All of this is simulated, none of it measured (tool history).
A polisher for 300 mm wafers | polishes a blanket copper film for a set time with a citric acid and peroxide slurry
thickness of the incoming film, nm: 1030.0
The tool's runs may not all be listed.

run	day	flow of slurry (ml/min)	pressure of the wafer on the pad (psi)	speed of the pad under the wafer (cm/s)	abrasive content of the slurry	polishing time (s)	film removed (nm)
1	0	160	3.3	82	1	35	85.242
2	0.204	160	3.3	82	0.85	35	79.128
3	0.262	160	3.3	82	0.85	31	71.068
4	0.408	160	3.3	82	0.75	31	68.262
5	0.767	160	3.3	82	0.75	31	69.175
6	0.829	160	3.1	82	0.75	31	64.306
7	1.129	160	3	82	0.75	31	62.255

Run 8 comes next. What will it give?
8	1.354	160	2.9	82	0.75	31	?

{"run 8": {"film removed (nm)": 59.584}}
